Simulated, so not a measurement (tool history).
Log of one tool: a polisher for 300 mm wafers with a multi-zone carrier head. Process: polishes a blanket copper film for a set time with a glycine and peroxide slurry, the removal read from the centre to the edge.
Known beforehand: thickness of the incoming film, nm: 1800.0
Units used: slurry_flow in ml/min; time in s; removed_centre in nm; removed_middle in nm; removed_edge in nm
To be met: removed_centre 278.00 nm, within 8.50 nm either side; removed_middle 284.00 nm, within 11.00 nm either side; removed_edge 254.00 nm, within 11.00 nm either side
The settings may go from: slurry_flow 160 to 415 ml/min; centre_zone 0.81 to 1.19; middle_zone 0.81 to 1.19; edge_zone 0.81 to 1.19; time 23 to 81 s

run,hour,slurry_flow,centre_zone,middle_zone,edge_zone,time,removed_centre,removed_middle,removed_edge
1,0.0,265,1.00,1.00,1.00,52,206.75,208.96,208.70
2,2.0,265,1.00,0.96,1.00,52,209.26,198.20,208.63
3,3.1,270,1.03,0.99,1.02,53,217.71,209.74,214.10
4,4.4,270,1.08,0.99,1.02,53,225.57,210.93,220.78
5,11.6,270,1.08,0.99,1.02,49,207.76,196.58,196.43
6,12.7,280,1.10,1.01,1.02,51,223.74,203.22,203.79
7,15.4,270,1.10,1.04,1.02,53,233.44,218.80,213.34
8,21.7,265,1.10,1.06,1.03,54,237.06,225.41,214.52
9,23.7,265,1.10,1.06,1.03,54,239.21,225.21,222.78

Next run, 4 choices. One meets every target within its allowed miss, the rest don't. Which?
A,25.7,235,1.11,0.87,1.11,46,?,?,?
B,25.7,265,1.07,1.19,0.93,60,?,?,?
C,25.7,335,1.05,1.08,0.89,66,?,?,?
D,25.7,330,1.19,1.08,0.94,64,?,?,?

move,removed_centre,removed_middle,removed_edge
A,198.00,161.97,194.96
B,251.75,277.80,234.81
C,276.18,285.57,256.78
D,303.46,276.42,254.83
A: moves away from the targets compared with the last run
B: brings the last run's worst result on target, with another outside its allowed miss
C: in spec on every target
D: brings the last run's worst result on target, with another outside its allowed miss
The move that meets every target is C.
